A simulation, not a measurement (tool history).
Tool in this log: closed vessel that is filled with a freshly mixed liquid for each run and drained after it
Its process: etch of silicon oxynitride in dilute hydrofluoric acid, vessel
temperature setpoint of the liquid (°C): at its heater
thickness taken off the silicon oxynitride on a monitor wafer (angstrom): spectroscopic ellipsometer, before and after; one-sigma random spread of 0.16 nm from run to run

run,hour,temperature setpoint of the liquid (°C),parts of water to one part of 49 % hydrofluoric acid (parts by volume),time in the liquid (s),thickness taken off the silicon oxynitride on a monitor wafer (angstrom)
1,0,21,175,2650,615.54
2,4.4,21,135,2650,819.41
3,8.9,20,155,2650,670.16
4,9.7,20,155,2860,724.35
5,13.6,19,170,2860,620.81
6,16.1,19,170,2650,574.69
7,21.8,18.5,180,2650,529.76

Run 8, settings as shown, results not yet in. Your forecast:
8,26.4,18,190,2650,?

For run 8 the tool returned thickness taken off the silicon oxynitride on a monitor wafer (angstrom) 487.3.

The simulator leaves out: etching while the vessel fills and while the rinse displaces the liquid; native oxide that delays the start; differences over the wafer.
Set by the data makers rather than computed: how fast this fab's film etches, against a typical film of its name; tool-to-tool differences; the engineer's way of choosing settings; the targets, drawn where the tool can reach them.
